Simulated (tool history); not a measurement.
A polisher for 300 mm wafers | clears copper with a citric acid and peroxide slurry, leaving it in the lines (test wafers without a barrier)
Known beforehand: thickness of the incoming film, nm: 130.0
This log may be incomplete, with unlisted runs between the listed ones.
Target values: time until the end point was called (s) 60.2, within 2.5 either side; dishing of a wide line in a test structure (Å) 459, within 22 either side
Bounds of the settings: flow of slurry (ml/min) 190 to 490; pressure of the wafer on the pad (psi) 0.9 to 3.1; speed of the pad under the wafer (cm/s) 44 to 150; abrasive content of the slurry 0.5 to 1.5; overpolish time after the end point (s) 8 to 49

run	hour	flow of slurry (ml/min)	pressure of the wafer on the pad (psi)	speed of the pad under the wafer (cm/s)	abrasive content of the slurry	overpolish time after the end point (s)	time until the end point was called (s)	dishing of a wide line in a test structure (Å)
1	0	315	2	96	1	25	82.352	266.16
2	4.8	315	2.1	96	1	26	78.109	277.97
3	5.5	315	2.1	84	1	26	89.567	259.85
4	13.2	315	2.1	64	1	26	114.42	211.12
5	20.1	260	2.1	64	1	26	118.66	209.14
6	26.3	260	2.1	64	1	22	118.03	178.37
7	27.4	260	2.2	66	1	23	109.61	199.96
8	31	260	2.3	68	1	24	101	219
9	32.3	265	2.9	88	1.05	36	62.506	421.36
10	33.4	270	2.9	88	1.05	36	62.808	432.05
# hour 35.8: slurry nozzle cleaned
11	35.8	270	2.9	88	1.05	36	60.974	426.92
12	38.7	270	2.9	88	1.05	36	60.851	431.96
13	46.1	275	2.9	88	1.05	37	62.469	444.21
14	48.3	275	2.9	88	1.05	37	60.307	433.78

Which single option among these 5 for the next run brings every result within its allowed miss of target? Just one does.
A	50.5	325	3.1	88	1.1	33	?	?
B	50.5	305	2.8	92	1	40	?	?
C	50.5	365	3	88	1.15	45	?	?
D	50.5	260	3.1	84	1.1	34	?	?
E	50.5	320	2.8	90	1.4	32	?	?

move	time until the end point was called (s)	dishing of a wide line in a test structure (Å)
A	55.047	431.64
B	59.532	457.25
C	55.956	506.48
D	58.379	424.24
E	56.663	412.81
A: the biggest miss grows against the last run
B: meets every target
C: carries the result that was furthest off beyond its target, to the other side
D: the biggest miss grows against the last run
E: the biggest miss grows against the last run
B is the move that brings every result within its allowed miss.
